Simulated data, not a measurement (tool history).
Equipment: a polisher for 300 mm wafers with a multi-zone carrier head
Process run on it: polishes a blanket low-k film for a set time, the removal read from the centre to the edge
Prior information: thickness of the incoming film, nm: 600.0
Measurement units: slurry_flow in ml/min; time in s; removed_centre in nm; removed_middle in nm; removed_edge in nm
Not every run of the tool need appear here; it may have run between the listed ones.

run 1 hour=0.0 | slurry_flow=310 centre_zone=1.00 middle_zone=1.00 edge_zone=1.00 slurry_solids=1.00 time=88 | removed_centre=31.984 removed_middle=32.024 removed_edge=31.197
run 2 hour=4.3 | slurry_flow=365 centre_zone=1.00 middle_zone=1.00 edge_zone=1.00 slurry_solids=1.00 time=88 | removed_centre=32.891 removed_middle=32.611 removed_edge=31.999
run 3 hour=5.1 | slurry_flow=365 centre_zone=1.00 middle_zone=1.00 edge_zone=1.00 slurry_solids=1.00 time=68 | removed_centre=25.320 removed_middle=24.777 removed_edge=24.437
run 4 hour=6.8 | slurry_flow=375 centre_zone=1.04 middle_zone=1.01 edge_zone=1.03 slurry_solids=1.10 time=68 | removed_centre=27.002 removed_middle=25.865 removed_edge=25.939
run 5 hour=8.0 | slurry_flow=375 centre_zone=1.04 middle_zone=1.01 edge_zone=1.03 slurry_solids=1.10 time=46 | removed_centre=18.498 removed_middle=17.707 removed_edge=17.435
run 6 hour=10.8 | slurry_flow=375 centre_zone=1.04 middle_zone=1.01 edge_zone=1.03 slurry_solids=1.10 time=64 | removed_centre=25.594 removed_middle=25.048 removed_edge=24.367
run 7 hour=17.1 | slurry_flow=395 centre_zone=1.07 middle_zone=1.00 edge_zone=1.04 slurry_solids=1.15 time=64 | removed_centre=26.234 removed_middle=25.069 removed_edge=24.944

What will run 8 give?
run 8 hour=24.7 | slurry_flow=380 centre_zone=1.17 middle_zone=0.97 edge_zone=1.00 slurry_solids=1.40 time=82 | removed_centre=? removed_middle=? removed_edge=?

removed_centre: 38.859 nm
removed_middle: 33.632 nm
removed_edge: 33.608 nm
